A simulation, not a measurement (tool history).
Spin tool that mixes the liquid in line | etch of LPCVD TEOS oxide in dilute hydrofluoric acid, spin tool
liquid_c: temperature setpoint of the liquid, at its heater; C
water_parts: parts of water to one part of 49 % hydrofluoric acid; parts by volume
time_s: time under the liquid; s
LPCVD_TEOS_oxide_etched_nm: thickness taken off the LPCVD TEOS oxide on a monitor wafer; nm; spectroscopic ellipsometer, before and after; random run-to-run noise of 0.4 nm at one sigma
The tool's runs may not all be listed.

run,day,liquid_c,water_parts,time_s,LPCVD_TEOS_oxide_etched_nm
1,0,22,140,160,21.775
2,0.262,24.5,140,160,23.357
3,0.404,25,135,160,25.121
4,0.742,25.5,130,160,26.78
5,1,26,125,160,28.258
6,1.038,24,125,160,26.65

Run 7 comes next. What will it give?
7,1.158,24.5,120,160,?

{"run 7": {"LPCVD_TEOS_oxide_etched_nm": 28.238}}
